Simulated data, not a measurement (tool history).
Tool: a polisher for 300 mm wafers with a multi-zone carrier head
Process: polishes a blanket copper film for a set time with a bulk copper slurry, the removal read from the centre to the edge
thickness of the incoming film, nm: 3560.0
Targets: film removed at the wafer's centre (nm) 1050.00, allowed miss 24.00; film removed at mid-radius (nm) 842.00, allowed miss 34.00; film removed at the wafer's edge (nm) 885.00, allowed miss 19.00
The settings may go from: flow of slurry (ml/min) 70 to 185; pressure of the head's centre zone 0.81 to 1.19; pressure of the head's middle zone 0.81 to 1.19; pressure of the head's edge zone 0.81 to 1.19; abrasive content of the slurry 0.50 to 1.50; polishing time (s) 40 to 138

| run | day | flow of slurry (ml/min) | pressure of the head's centre zone | pressure of the head's middle zone | pressure of the head's edge zone | abrasive content of the slurry | polishing time (s) | film removed at the wafer's centre (nm) | film removed at mid-radius (nm) | film removed at the wafer's edge (nm) |
|---|---|---|---|---|---|---|---|---|---|---|
| 1 | 0.000 | 120 | 1.00 | 1.00 | 1.00 | 1.00 | 88 | 643.68 | 638.71 | 630.16 |
| 2 | 0.192 | 130 | 1.04 | 1.00 | 1.04 | 1.10 | 89 | 698.04 | 654.40 | 667.81 |
| 3 | 0.400 | 130 | 0.99 | 1.00 | 1.04 | 1.10 | 89 | 659.32 | 673.54 | 672.15 |
| 4 | 0.504 | 130 | 0.99 | 1.00 | 1.10 | 1.10 | 89 | 660.73 | 669.99 | 687.60 |
| 5 | 0.792 | 140 | 1.03 | 1.01 | 1.11 | 1.20 | 91 | 729.56 | 708.06 | 724.99 |
| 6 | 1.129 | 145 | 1.06 | 1.01 | 1.12 | 1.25 | 93 | 777.38 | 731.93 | 759.35 |
| 7 | 1.312 | 155 | 1.09 | 1.01 | 1.12 | 1.30 | 94 | 828.66 | 745.22 | 777.13 |
| 8 | 1.654 | 160 | 1.11 | 1.01 | 1.12 | 1.35 | 95 | 874.84 | 771.85 | 792.96 |
| 9 | 1.979 | 165 | 1.13 | 1.01 | 1.13 | 1.40 | 96 | 900.87 | 790.72 | 808.10 |
| 10 | 2.204 | 170 | 1.14 | 1.00 | 1.13 | 1.40 | 97 | 928.48 | 779.35 | 836.90 |
| 11 | 2.496 | 185 | 1.19 | 1.04 | 1.10 | 1.50 | 99 | 1018.40 | 828.10 | 837.47 |
| 12 | 2.662 | 185 | 1.19 | 1.03 | 1.11 | 1.50 | 100 | 1028.10 | 848.56 | 856.71 |
| 13 | 2.783 | 185 | 1.19 | 1.02 | 1.11 | 1.50 | 100 | 1015.70 | 819.31 | 859.29 |

Which of these 4 next moves meets every target?
| A | 2.904 | 185 | 1.15 | 0.82 | 1.16 | 1.45 | 107 | ? | ? | ? |
| B | 2.904 | 185 | 1.18 | 0.98 | 1.07 | 1.25 | 108 | ? | ? | ? |
| C | 2.904 | 180 | 1.14 | 0.94 | 1.11 | 1.50 | 107 | ? | ? | ? |
| D | 2.904 | 185 | 1.15 | 0.94 | 1.13 | 1.50 | 107 | ? | ? | ? |

| move | film removed at the wafer's centre (nm) | film removed at mid-radius (nm) | film removed at the wafer's edge (nm) |
|---|---|---|---|
| A | 1042.50 | 753.40 | 936.57 |
| B | 1050.60 | 856.61 | 879.72 |
| C | 1036.50 | 845.72 | 917.55 |
| D | 1050.40 | 849.09 | 928.70 |
A: brings the result that was furthest off to its target, and leaves another outside
B: meets every target
C: brings the result that was furthest off to its target, and leaves another outside
D: brings the result that was furthest off to its target, and leaves another outside
The right move is B.

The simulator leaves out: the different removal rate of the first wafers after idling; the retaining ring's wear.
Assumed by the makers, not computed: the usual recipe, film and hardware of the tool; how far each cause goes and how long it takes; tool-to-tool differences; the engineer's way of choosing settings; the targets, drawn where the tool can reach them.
